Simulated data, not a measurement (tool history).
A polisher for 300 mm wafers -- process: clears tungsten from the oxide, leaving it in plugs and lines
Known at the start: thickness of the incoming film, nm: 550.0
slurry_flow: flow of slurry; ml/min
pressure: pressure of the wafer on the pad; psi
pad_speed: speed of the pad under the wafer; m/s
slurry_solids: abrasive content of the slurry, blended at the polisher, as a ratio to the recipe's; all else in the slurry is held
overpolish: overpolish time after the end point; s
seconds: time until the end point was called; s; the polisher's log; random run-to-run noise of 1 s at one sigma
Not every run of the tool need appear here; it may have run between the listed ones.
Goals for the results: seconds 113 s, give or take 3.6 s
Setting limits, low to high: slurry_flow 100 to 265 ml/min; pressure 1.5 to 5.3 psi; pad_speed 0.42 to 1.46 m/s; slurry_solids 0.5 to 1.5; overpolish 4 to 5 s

run,hour,slurry_flow,pressure,pad_speed,slurry_solids,overpolish,seconds
1,0,170,3.4,0.94,1,5,154.93
2,4.3,175,3.7,0.94,1,5,142.57
3,9.1,175,3.7,0.82,1,5,163.2
4,18.1,180,4.1,0.82,1,5,148.79
5,26.3,180,4.4,0.82,1,5,136.74
6,29.8,145,4.4,0.82,1,5,146.64
7,37.7,170,4.5,0.82,1,5,136.57
8,41.3,170,4.5,0.82,1,5,136.41
9,42.6,190,4.6,0.82,1,5,133.12
10,47.8,190,4.8,0.82,1,5,125.78
11,55,195,4.9,0.82,1,5,126.72
12,62,195,4.9,0.82,1,5,127.19

Below are 4 possible settings for the next run. Only one of them brings all results inside the allowed miss of their targets. Which is it?
A,69,185,5.2,0.8,1.05,5,?
B,69,215,4.4,0.88,1.1,5,?
C,69,205,5.2,0.86,1,4,?
D,69,205,4.7,0.92,0.9,4,?

move,seconds
A,120.92
B,123.86
C,113.15
D,120.75
A: gains on the last run, yet a result remains outside its allowed miss
B: gains on the last run, yet a result remains outside its allowed miss
C: all results in spec
D: gains on the last run, yet a result remains outside its allowed miss
Move C is the one to make.

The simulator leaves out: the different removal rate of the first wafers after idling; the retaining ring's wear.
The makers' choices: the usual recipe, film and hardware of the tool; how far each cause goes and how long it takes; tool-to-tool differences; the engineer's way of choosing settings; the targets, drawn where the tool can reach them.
